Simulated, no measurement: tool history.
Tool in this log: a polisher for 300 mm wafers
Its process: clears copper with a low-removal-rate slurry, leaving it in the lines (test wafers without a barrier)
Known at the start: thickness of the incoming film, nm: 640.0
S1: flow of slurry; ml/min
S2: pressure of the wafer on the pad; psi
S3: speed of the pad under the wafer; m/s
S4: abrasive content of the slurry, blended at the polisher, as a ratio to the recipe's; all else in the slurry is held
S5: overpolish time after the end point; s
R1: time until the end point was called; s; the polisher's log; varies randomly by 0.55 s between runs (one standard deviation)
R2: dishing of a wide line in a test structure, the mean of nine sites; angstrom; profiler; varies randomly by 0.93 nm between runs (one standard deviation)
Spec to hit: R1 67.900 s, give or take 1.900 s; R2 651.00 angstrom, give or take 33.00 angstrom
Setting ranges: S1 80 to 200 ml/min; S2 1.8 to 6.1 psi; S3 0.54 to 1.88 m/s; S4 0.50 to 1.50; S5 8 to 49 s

{"run": 1, "hour": 0.0, "S1": 130, "S2": 3.9, "S3": 1.2, "S4": 1.0, "S5": 25, "R1": 133.08, "R2": 579.16}
{"run": 2, "hour": 4.2, "S1": 135, "S2": 4.3, "S3": 1.2, "S4": 1.0, "S5": 23, "R1": 118.53, "R2": 600.15}
{"run": 3, "hour": 11.8, "S1": 135, "S2": 4.3, "S3": 1.08, "S4": 1.0, "S5": 23, "R1": 134.21, "R2": 563.37}
{"run": 4, "hour": 17.5, "S1": 140, "S2": 4.6, "S3": 1.12, "S4": 1.0, "S5": 21, "R1": 120.38, "R2": 571.56}
{"run": 5, "hour": 20.8, "S1": 145, "S2": 4.9, "S3": 1.16, "S4": 1.0, "S5": 19, "R1": 108.14, "R2": 581.66}
{"run": 6, "hour": 29.8, "S1": 130, "S2": 4.9, "S3": 1.16, "S4": 1.0, "S5": 19, "R1": 110.71, "R2": 567.27}
{"run": 7, "hour": 37.1, "S1": 135, "S2": 5.1, "S3": 1.2, "S4": 1.0, "S5": 18, "R1": 101.42, "R2": 586.98}
{"run": 8, "hour": 44.5, "S1": 140, "S2": 5.3, "S3": 1.22, "S4": 1.0, "S5": 17, "R1": 95.645, "R2": 579.52}
{"run": 9, "hour": 46.1, "S1": 145, "S2": 5.4, "S3": 1.24, "S4": 1.0, "S5": 17, "R1": 92.916, "R2": 603.54}
{"run": 10, "hour": 49.4, "S1": 145, "S2": 5.5, "S3": 1.28, "S4": 1.0, "S5": 16, "R1": 88.963, "R2": 609.41}
{"run": 11, "hour": 50.5, "S1": 145, "S2": 5.6, "S3": 1.32, "S4": 1.0, "S5": 15, "R1": 83.106, "R2": 606.18}
{"run": 12, "hour": 57.2, "S1": 145, "S2": 5.7, "S3": 1.34, "S4": 1.0, "S5": 15, "R1": 81.588, "R2": 603.94}
{"run": 13, "hour": 60.8, "S1": 145, "S2": 5.8, "S3": 1.36, "S4": 1.0, "S5": 15, "R1": 78.673, "R2": 619.2}
{"run": 14, "hour": 66.5, "S1": 145, "S2": 5.9, "S3": 1.38, "S4": 1.0, "S5": 15, "R1": 76.004, "R2": 648.58}
{"hour": 70.6, "done": "worn pad replaced by a new one"}
{"run": 15, "hour": 70.6, "S1": 180, "S2": 6.1, "S3": 1.4, "S4": 1.0, "S5": 11, "R1": 62.145, "R2": 598.42}
{"run": 16, "hour": 75.7, "S1": 175, "S2": 6.1, "S3": 1.4, "S4": 1.0, "S5": 12, "R1": 61.699, "R2": 620.37}
{"run": 17, "hour": 76.6, "S1": 170, "S2": 6.1, "S3": 1.4, "S4": 1.0, "S5": 12, "R1": 62.34, "R2": 638.01}
{"run": 18, "hour": 78.5, "S1": 165, "S2": 6.1, "S3": 1.4, "S4": 1.0, "S5": 12, "R1": 62.455, "R2": 611.01}
{"run": 19, "hour": 81.2, "S1": 160, "S2": 6.1, "S3": 1.4, "S4": 1.0, "S5": 12, "R1": 63.412, "R2": 622.91}
{"run": 20, "hour": 88.4, "S1": 130, "S2": 6.0, "S3": 1.4, "S4": 1.0, "S5": 15, "R1": 66.538, "R2": 707.34}

Which one of the following 5 next-run settings gets every result inside its allowed miss? There is exactly one.
{"run": "A", "hour": 95.6, "S1": 130, "S2": 5.3, "S3": 1.46, "S4": 1.2, "S5": 19, "R1": "?", "R2": "?"}
{"run": "B", "hour": 95.6, "S1": 120, "S2": 5.8, "S3": 1.46, "S4": 0.95, "S5": 14, "R1": "?", "R2": "?"}
{"run": "C", "hour": 95.6, "S1": 110, "S2": 6.1, "S3": 1.46, "S4": 1.0, "S5": 16, "R1": "?", "R2": "?"}
{"run": "D", "hour": 95.6, "S1": 150, "S2": 5.3, "S3": 1.62, "S4": 0.85, "S5": 16, "R1": "?", "R2": "?"}
{"run": "E", "hour": 95.6, "S1": 145, "S2": 5.9, "S3": 1.42, "S4": 1.0, "S5": 11, "R1": "?", "R2": "?"}

move=A R1=70.342 R2=785.71
move=B R1=68.184 R2=662.48
move=C R1=65.476 R2=747.41
move=D R1=65.846 R2=735.67
move=E R1=65.944 R2=571.09
A: moves away from the targets compared with the last run
B: each result inside its tolerance
C: moves away from the targets compared with the last run
D: moves away from the targets compared with the last run
E: takes the biggest miss from the last run beyond its target
The right move is B.
